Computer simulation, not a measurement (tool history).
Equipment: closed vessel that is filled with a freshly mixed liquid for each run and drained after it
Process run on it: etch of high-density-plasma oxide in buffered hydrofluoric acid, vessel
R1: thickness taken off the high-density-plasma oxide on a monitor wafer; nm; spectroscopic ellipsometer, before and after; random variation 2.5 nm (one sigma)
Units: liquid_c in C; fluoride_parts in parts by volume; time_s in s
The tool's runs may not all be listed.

run 1 hour=0.0 | liquid_c=23.0 fluoride_parts=15.5 time_s=90 | R1=158.02
run 2 hour=7.9 | liquid_c=23.0 fluoride_parts=15.5 time_s=95 | R1=165.68
run 3 hour=14.5 | liquid_c=25.5 fluoride_parts=15.0 time_s=95 | R1=198.29
run 4 hour=15.8 | liquid_c=23.5 fluoride_parts=15.0 time_s=95 | R1=175.16
run 5 hour=16.8 | liquid_c=21.5 fluoride_parts=15.0 time_s=95 | R1=158.37
run 6 hour=24.6 | liquid_c=21.5 fluoride_parts=11.0 time_s=95 | R1=210.99
run 7 hour=32.6 | liquid_c=23.0 fluoride_parts=11.0 time_s=95 | R1=229.18

The next listed run, before its measurement:
run 8 hour=34.8 | liquid_c=24.0 fluoride_parts=11.0 time_s=95 | R1=?

{"run 8": {"R1": 245.05}}
